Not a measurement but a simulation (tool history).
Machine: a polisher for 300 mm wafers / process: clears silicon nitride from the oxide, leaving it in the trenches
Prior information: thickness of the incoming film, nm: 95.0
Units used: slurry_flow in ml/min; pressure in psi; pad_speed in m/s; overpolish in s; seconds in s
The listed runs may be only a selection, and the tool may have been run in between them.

run    day  slurry_flow  pressure  pad_speed  overpolish  seconds
  1      0          220       2.3       0.86          14   119.85
  2    0.2          220       2.1       0.84          14   132.47
  3  0.338          220       1.8       0.84          14   153.26
  4  0.475          220       1.8       0.64          14   197.27
  5  0.771          220       1.8       0.74          14   170.74
  6  0.971          220       1.7       0.74          14   183.84

The next listed run, before its measurement:
  7  1.079          220       1.6       0.74          14        ?

{"run 7": {"seconds": 193.92}}
